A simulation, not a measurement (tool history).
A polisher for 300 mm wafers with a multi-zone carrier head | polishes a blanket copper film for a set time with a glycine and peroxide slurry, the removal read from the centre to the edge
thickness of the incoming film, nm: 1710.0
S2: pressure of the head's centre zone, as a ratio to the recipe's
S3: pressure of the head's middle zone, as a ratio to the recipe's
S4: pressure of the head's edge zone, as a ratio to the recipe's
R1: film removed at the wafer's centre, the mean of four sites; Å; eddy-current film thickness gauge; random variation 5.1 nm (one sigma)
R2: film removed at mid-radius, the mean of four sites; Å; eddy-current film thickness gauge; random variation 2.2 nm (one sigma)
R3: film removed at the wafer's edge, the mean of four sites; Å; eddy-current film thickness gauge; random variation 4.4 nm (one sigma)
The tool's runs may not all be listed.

run 1 hour=0.0 | flow_of_slurry_(ml/min)=210 S2=1.00 S3=1.00 S4=1.00 polishing_time_(s)=81 | R1=5274.1 R2=5097.1 R3=5119.1
run 2 hour=6.5 | flow_of_slurry_(ml/min)=200 S2=0.96 S3=0.96 S4=1.01 polishing_time_(s)=79 | R1=4996.4 R2=4698.1 R3=5022.1
run 3 hour=14.6 | flow_of_slurry_(ml/min)=190 S2=0.93 S3=0.95 S4=1.04 polishing_time_(s)=76 | R1=4482.5 R2=4472.4 R3=4849.5
run 4 hour=16.4 | flow_of_slurry_(ml/min)=190 S2=0.93 S3=0.95 S4=1.04 polishing_time_(s)=62 | R1=3655.0 R2=3719.4 R3=4062.3
run 5 hour=21.1 | flow_of_slurry_(ml/min)=190 S2=0.93 S3=0.95 S4=1.04 polishing_time_(s)=82 | R1=4823.8 R2=4830.2 R3=5241.9
run 6 hour=25.8 | flow_of_slurry_(ml/min)=180 S2=0.91 S3=0.93 S4=1.04 polishing_time_(s)=80 | R1=4568.5 R2=4608.0 R3=5084.1
run 7 hour=34.6 | flow_of_slurry_(ml/min)=175 S2=0.90 S3=0.91 S4=1.04 polishing_time_(s)=78 | R1=4480.4 R2=4408.2 R3=4939.8
run 8 hour=36.0 | flow_of_slurry_(ml/min)=170 S2=0.88 S3=0.89 S4=1.05 polishing_time_(s)=76 | R1=4183.7 R2=4221.2 R3=4950.7
run 9 hour=43.3 | flow_of_slurry_(ml/min)=165 S2=0.87 S3=0.88 S4=1.04 polishing_time_(s)=74 | R1=4070.2 R2=4008.2 R3=4659.3
run 10 hour=44.4 | flow_of_slurry_(ml/min)=160 S2=0.86 S3=0.87 S4=1.05 polishing_time_(s)=73 | R1=3742.8 R2=3929.9 R3=4664.1
run 11 hour=51.4 | flow_of_slurry_(ml/min)=155 S2=0.86 S3=0.86 S4=1.04 polishing_time_(s)=73 | R1=3811.8 R2=3881.8 R3=4658.5

Forecast run 12:
run 12 hour=52.9 | flow_of_slurry_(ml/min)=150 S2=0.86 S3=0.85 S4=1.03 polishing_time_(s)=73 | R1=? R2=? R3=?

Run 12 gave R1 3839.3 Å, R2 3792.9 Å, R3 4472.1 Å.
